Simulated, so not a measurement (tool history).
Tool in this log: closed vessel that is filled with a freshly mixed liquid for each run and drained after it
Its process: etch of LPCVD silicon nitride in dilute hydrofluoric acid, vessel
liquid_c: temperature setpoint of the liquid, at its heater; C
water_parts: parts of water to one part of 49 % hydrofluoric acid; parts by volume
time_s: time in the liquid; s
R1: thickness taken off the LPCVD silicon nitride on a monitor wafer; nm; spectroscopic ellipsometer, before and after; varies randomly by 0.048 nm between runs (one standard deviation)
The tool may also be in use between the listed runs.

{"run": 1, "hour": 0.0, "liquid_c": 24, "water_parts": 110, "time_s": 2155, "R1": 12.619}
{"run": 2, "hour": 3.7, "liquid_c": 24, "water_parts": 110, "time_s": 2320, "R1": 13.644}
{"run": 3, "hour": 5.4, "liquid_c": 24.5, "water_parts": 110, "time_s": 2320, "R1": 14.123}
{"run": 4, "hour": 10.3, "liquid_c": 24.5, "water_parts": 140, "time_s": 2320, "R1": 11.192}
{"run": 5, "hour": 13.6, "liquid_c": 24.5, "water_parts": 100, "time_s": 2320, "R1": 15.576}
{"run": 6, "hour": 17.9, "liquid_c": 27, "water_parts": 100, "time_s": 2320, "R1": 18.282}
{"run": 7, "hour": 25.9, "liquid_c": 26.5, "water_parts": 100, "time_s": 2320, "R1": 17.637}

Predict the results of run 8:
{"run": 8, "hour": 31.9, "liquid_c": 23, "water_parts": 100, "time_s": 2320, "R1": "?"}

For run 8 the tool returned R1 14.029 nm.

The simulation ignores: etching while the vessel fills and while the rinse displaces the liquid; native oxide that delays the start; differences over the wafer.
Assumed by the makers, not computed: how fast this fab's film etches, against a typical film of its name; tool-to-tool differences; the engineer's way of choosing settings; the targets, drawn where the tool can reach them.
